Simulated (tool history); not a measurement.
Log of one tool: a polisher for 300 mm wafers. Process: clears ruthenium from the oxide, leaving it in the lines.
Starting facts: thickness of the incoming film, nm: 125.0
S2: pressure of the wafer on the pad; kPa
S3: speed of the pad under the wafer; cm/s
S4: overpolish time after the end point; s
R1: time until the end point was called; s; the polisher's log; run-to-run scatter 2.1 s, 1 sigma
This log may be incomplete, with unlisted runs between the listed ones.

{"run": 1, "hour": 0.0, "flow of slurry (ml/min)": 185, "S2": 17.9, "S3": 94, "S4": 7, "R1": 78.79}
{"run": 2, "hour": 5.2, "flow of slurry (ml/min)": 185, "S2": 15.9, "S3": 92, "S4": 7, "R1": 88.935}
{"run": 3, "hour": 11.8, "flow of slurry (ml/min)": 185, "S2": 14.5, "S3": 88, "S4": 7, "R1": 100.13}
{"run": 4, "hour": 18.6, "flow of slurry (ml/min)": 185, "S2": 14.5, "S3": 74, "S4": 7, "R1": 114.71}
{"run": 5, "hour": 22.1, "flow of slurry (ml/min)": 185, "S2": 13.8, "S3": 74, "S4": 7, "R1": 119.87}
{"run": 6, "hour": 28.8, "flow of slurry (ml/min)": 185, "S2": 13.8, "S3": 74, "S4": 7, "R1": 119.74}
{"run": 7, "hour": 35.4, "flow of slurry (ml/min)": 185, "S2": 13.1, "S3": 74, "S4": 7, "R1": 124.24}
{"run": 8, "hour": 38.7, "flow of slurry (ml/min)": 185, "S2": 12.4, "S3": 74, "S4": 7, "R1": 129.27}

Run 9 has not been measured yet. What should we expect?
{"run": 9, "hour": 47.5, "flow of slurry (ml/min)": 185, "S2": 11.7, "S3": 74, "S4": 7, "R1": "?"}

{"run 9": {"R1": 140.01}}

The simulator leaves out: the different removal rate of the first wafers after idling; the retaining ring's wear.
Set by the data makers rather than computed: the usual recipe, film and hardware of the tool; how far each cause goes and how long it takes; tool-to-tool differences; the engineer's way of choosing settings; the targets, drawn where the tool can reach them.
